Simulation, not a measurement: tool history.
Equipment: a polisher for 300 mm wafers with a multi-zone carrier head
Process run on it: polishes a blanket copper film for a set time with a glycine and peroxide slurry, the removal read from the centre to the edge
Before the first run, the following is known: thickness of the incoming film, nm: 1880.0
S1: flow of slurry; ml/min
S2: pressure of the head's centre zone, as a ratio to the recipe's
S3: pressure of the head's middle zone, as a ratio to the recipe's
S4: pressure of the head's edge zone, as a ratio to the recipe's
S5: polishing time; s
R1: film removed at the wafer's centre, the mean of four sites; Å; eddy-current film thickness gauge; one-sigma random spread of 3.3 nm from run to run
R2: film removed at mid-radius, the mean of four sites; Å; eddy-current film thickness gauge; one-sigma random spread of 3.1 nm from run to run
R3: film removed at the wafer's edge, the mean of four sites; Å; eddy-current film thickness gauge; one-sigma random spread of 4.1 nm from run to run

Run 1, hour 0.0: S1 285 ml/min, S2 1.00, S3 1.00, S4 1.00, S5 54 s. Result: R1 2344.0 Å, R2 2250.4 Å, R3 2288.5 Å.
Run 2, hour 8.6: S1 285 ml/min, S2 1.00, S3 1.02, S4 1.02, S5 55 s. Result: R1 2356.0 Å, R2 2333.2 Å, R3 2351.5 Å.
Run 3, hour 10.7: S1 285 ml/min, S2 1.00, S3 1.02, S4 0.94, S5 55 s. Result: R1 2351.3 Å, R2 2336.2 Å, R3 2248.0 Å.
Run 4, hour 13.4: S1 285 ml/min, S2 1.00, S3 1.04, S4 0.96, S5 56 s. Result: R1 2441.1 Å, R2 2388.9 Å, R3 2326.4 Å.
Run 5, hour 18.9: S1 285 ml/min, S2 0.99, S3 1.06, S4 0.97, S5 57 s. Result: R1 2458.6 Å, R2 2500.9 Å, R3 2371.5 Å.
Run 6, hour 27.1: S1 285 ml/min, S2 0.93, S3 1.06, S4 0.97, S5 57 s. Result: R1 2228.3 Å, R2 2475.8 Å, R3 2374.7 Å.
Run 7, hour 32.3: S1 285 ml/min, S2 0.94, S3 1.07, S4 0.99, S5 58 s. Result: R1 2383.4 Å, R2 2579.0 Å, R3 2385.6 Å.
Run 8, hour 33.8: S1 285 ml/min, S2 0.94, S3 1.07, S4 0.99, S5 58 s. Result: R1 2355.0 Å, R2 2520.1 Å, R3 2439.6 Å.
Run 9, hour 41.5: S1 285 ml/min, S2 0.94, S3 1.08, S4 1.00, S5 59 s. Result: R1 2408.8 Å, R2 2578.7 Å, R3 2454.4 Å.
Run 10, hour 43.1: S1 285 ml/min, S2 0.94, S3 1.08, S4 1.00, S5 59 s. Result: R1 2360.1 Å, R2 2531.8 Å, R3 2457.1 Å.
Run 11, hour 48.5: S1 290 ml/min, S2 0.94, S3 1.08, S4 1.00, S5 60 s. Result: R1 2377.4 Å, R2 2674.7 Å, R3 2484.2 Å.
Run 12, hour 53.1: S1 285 ml/min, S2 0.95, S3 1.08, S4 1.01, S5 61 s. Result: R1 2491.2 Å, R2 2684.8 Å, R3 2569.4 Å.
Run 13, hour 57.1: S1 285 ml/min, S2 0.95, S3 1.08, S4 1.02, S5 62 s. Result: R1 2519.2 Å, R2 2721.1 Å, R3 2611.2 Å.

For run 14, what comes out?
Run 14, hour 62.4: S1 285 ml/min, S2 0.95, S3 1.08, S4 1.03, S5 62 s. Result: R1 ?, R2 ?, R3 ?.

For run 14 the tool returned R1 2563.9 Å, R2 2712.8 Å, R3 2590.7 Å.
